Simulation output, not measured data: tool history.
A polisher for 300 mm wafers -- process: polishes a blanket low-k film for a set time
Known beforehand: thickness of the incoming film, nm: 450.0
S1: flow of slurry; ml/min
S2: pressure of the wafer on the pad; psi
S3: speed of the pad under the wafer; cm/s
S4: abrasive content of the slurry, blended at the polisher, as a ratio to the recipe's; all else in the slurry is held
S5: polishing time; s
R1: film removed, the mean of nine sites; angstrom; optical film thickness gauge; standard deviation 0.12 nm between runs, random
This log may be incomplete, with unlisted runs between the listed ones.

run,hour,S1,S2,S3,S4,S5,R1
1,0,225,1.8,126,1,59,239.39
2,8,220,1.6,126,1,59,210.89
3,14.9,220,1.6,126,1,59,210.26
4,20.6,215,1.5,126,1,59,201.26
5,23.4,180,1.5,126,1,59,195.11
6,31.8,180,1.5,126,0.8,59,177.66
7,33.3,175,1.4,126,0.8,59,165.34

For run 8, what comes out?
8,41.6,170,1.4,126,0.8,59,?

R1: 164.45 angstrom
